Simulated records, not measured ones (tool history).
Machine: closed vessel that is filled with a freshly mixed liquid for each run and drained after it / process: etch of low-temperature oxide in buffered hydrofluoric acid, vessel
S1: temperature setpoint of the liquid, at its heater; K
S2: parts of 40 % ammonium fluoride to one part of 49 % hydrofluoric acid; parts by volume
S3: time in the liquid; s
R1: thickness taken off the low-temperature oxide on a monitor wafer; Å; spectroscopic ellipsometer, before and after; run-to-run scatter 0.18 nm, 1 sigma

{"run": 1, "hour": 0.0, "S1": 294.15, "S2": 17.5, "S3": 30, "R1": 467.34}
{"run": 2, "hour": 5.6, "S1": 293.65, "S2": 18.5, "S3": 30, "R1": 427.97}
{"run": 3, "hour": 10.6, "S1": 293.15, "S2": 19, "S3": 30, "R1": 406.38}
{"run": 4, "hour": 13.7, "S1": 296.65, "S2": 19, "S3": 30, "R1": 489.65}
{"run": 5, "hour": 19.5, "S1": 296.65, "S2": 22, "S3": 30, "R1": 435.63}
{"run": 6, "hour": 28.7, "S1": 296.65, "S2": 20, "S3": 30, "R1": 465.42}
{"run": 7, "hour": 33.2, "S1": 295.65, "S2": 20.5, "S3": 30, "R1": 435.12}
{"run": 8, "hour": 39.9, "S1": 294.65, "S2": 21, "S3": 30, "R1": 403.91}
{"run": 9, "hour": 45.9, "S1": 293.65, "S2": 21.5, "S3": 30, "R1": 378.69}
{"run": 10, "hour": 55.1, "S1": 293.15, "S2": 22, "S3": 30, "R1": 361.22}

What does the tool deliver on the next run?
{"run": 11, "hour": 59.0, "S1": 292.65, "S2": 22, "S3": 30, "R1": "?"}

R1: 351.6 Å
